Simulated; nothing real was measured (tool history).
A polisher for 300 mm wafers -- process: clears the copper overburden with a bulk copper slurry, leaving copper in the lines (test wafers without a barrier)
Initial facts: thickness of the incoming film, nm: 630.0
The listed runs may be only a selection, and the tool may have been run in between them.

run  hour  flow of slurry (ml/min)  pressure of the wafer on the pad (kPa)  speed of the pad under the wafer (cm/s)  abrasive content of the slurry  overpolish time after the end point (s)  time until the end point was called (s)  dishing of a wide line in a test structure (angstrom)
  1   0.0                      200                                    19.3                                      128                             1.0                                       21                                   63.743                                                 748.00
  2   3.1                      200                                    19.3                                      128                             1.0                                       16                                   63.888                                                 664.29
  3   7.0                      200                                    16.5                                      126                             1.0                                       15                                   72.616                                                 609.48
  4  13.8                      200                                    16.5                                      126                             1.2                                       15                                   71.242                                                 624.07
  5  20.3                      200                                    16.5                                      104                             1.2                                       15                                   84.896                                                 547.73
  6  22.8                      200                                    18.6                                      104                             1.2                                       15                                   77.154                                                 598.36
  7  28.8                      195                                    16.5                                      104                             1.2                                       15                                   85.362                                                 543.72

Run 8 has not been measured yet. What should we expect?
  8  36.8                      185                                    11.0                                      102                             1.2                                       18                                        ?                                                      ?

{"run 8": {"time until the end point was called (s)": 116.05, "dishing of a wide line in a test structure (angstrom)": 487.12}}

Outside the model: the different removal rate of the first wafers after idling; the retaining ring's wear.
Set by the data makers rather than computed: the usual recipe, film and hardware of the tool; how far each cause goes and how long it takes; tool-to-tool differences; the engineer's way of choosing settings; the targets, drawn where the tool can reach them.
